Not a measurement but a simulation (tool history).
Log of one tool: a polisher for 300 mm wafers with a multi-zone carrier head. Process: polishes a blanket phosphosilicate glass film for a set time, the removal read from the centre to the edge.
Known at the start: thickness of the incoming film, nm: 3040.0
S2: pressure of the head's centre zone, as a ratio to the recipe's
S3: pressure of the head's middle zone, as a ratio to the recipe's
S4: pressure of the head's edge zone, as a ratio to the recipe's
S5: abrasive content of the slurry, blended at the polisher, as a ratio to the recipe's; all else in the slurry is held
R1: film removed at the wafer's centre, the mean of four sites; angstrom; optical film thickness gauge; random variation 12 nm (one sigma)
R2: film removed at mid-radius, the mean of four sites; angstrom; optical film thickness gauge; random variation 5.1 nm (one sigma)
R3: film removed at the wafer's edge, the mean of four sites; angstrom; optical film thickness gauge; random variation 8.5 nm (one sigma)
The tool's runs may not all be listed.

{"run": 1, "hour": 0.0, "flow of slurry (ml/min)": 255, "S2": 1.0, "S3": 1.0, "S4": 1.0, "S5": 1.0, "polishing time (s)": 64, "R1": 5803.7, "R2": 5848.6, "R3": 5996.2}
{"run": 2, "hour": 3.7, "flow of slurry (ml/min)": 260, "S2": 1.03, "S3": 1.02, "S4": 1.05, "S5": 1.15, "polishing time (s)": 64, "R1": 6505.0, "R2": 6241.7, "R3": 6415.0}
{"run": 3, "hour": 11.7, "flow of slurry (ml/min)": 260, "S2": 1.03, "S3": 1.02, "S4": 1.08, "S5": 1.15, "polishing time (s)": 64, "R1": 6328.3, "R2": 6268.2, "R3": 6399.5}
{"run": 4, "hour": 15.5, "flow of slurry (ml/min)": 295, "S2": 1.03, "S3": 1.02, "S4": 1.08, "S5": 1.15, "polishing time (s)": 64, "R1": 6646.4, "R2": 6359.8, "R3": 6547.6}
{"run": 5, "hour": 19.3, "flow of slurry (ml/min)": 310, "S2": 1.02, "S3": 1.02, "S4": 1.1, "S5": 1.25, "polishing time (s)": 65, "R1": 6630.8, "R2": 6750.8, "R3": 6764.3}
{"run": 6, "hour": 20.7, "flow of slurry (ml/min)": 310, "S2": 1.02, "S3": 1.02, "S4": 1.1, "S5": 1.25, "polishing time (s)": 81, "R1": 8563.9, "R2": 8378.8, "R3": 8681.9}

Run 7 comes next. What will it give?
{"run": 7, "hour": 24.4, "flow of slurry (ml/min)": 305, "S2": 1.02, "S3": 1.01, "S4": 1.09, "S5": 1.25, "polishing time (s)": 81, "R1": "?", "R2": "?", "R3": "?"}

R1: 8316.0 angstrom
R2: 8316.1 angstrom
R3: 8620.4 angstrom
